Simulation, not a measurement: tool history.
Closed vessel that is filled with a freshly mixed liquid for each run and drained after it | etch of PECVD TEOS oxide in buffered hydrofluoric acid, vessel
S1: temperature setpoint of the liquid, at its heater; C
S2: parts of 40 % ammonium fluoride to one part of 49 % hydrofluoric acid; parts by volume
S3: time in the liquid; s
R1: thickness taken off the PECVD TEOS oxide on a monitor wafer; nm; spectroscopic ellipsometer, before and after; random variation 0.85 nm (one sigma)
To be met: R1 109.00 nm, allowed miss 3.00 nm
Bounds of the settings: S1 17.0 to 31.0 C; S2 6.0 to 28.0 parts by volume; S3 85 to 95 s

Run 1, hour 0.0: S1 23.0 C, S2 17.0 parts by volume, S3 85 s. Result: R1 132.74 nm.
Run 2, hour 1.6: S1 22.5 C, S2 17.0 parts by volume, S3 85 s. Result: R1 129.55 nm.
Run 3, hour 6.5: S1 26.0 C, S2 17.0 parts by volume, S3 85 s. Result: R1 157.76 nm.
Run 4, hour 13.2: S1 27.5 C, S2 17.0 parts by volume, S3 85 s. Result: R1 167.09 nm.
Run 5, hour 15.2: S1 27.5 C, S2 17.0 parts by volume, S3 95 s. Result: R1 190.65 nm.
Run 6, hour 21.0: S1 27.5 C, S2 17.0 parts by volume, S3 95 s. Result: R1 190.04 nm.
Run 7, hour 29.5: S1 26.0 C, S2 17.0 parts by volume, S3 95 s. Result: R1 174.36 nm.
Run 8, hour 36.8: S1 22.0 C, S2 17.5 parts by volume, S3 95 s. Result: R1 135.08 nm.
Run 9, hour 39.9: S1 22.0 C, S2 17.5 parts by volume, S3 95 s. Result: R1 135.59 nm.

4 next moves are on the table. One of them brings every result within its allowed miss. Which?
Run A, hour 43.0: S1 23.5 C, S2 22.0 parts by volume, S3 85 s. Result: R1 ?.
Run B, hour 43.0: S1 21.5 C, S2 20.0 parts by volume, S3 85 s. Result: R1 ?.
Run C, hour 43.0: S1 23.0 C, S2 13.5 parts by volume, S3 95 s. Result: R1 ?.
Run D, hour 43.0: S1 20.0 C, S2 19.0 parts by volume, S3 85 s. Result: R1 ?.

move      R1
   A  108.74
   B  103.96
   C  185.89
   D  100.57
A: meets every target
B: takes the result that was furthest off past its target
C: further off than the last run
D: takes the result that was furthest off past its target
Answer: A

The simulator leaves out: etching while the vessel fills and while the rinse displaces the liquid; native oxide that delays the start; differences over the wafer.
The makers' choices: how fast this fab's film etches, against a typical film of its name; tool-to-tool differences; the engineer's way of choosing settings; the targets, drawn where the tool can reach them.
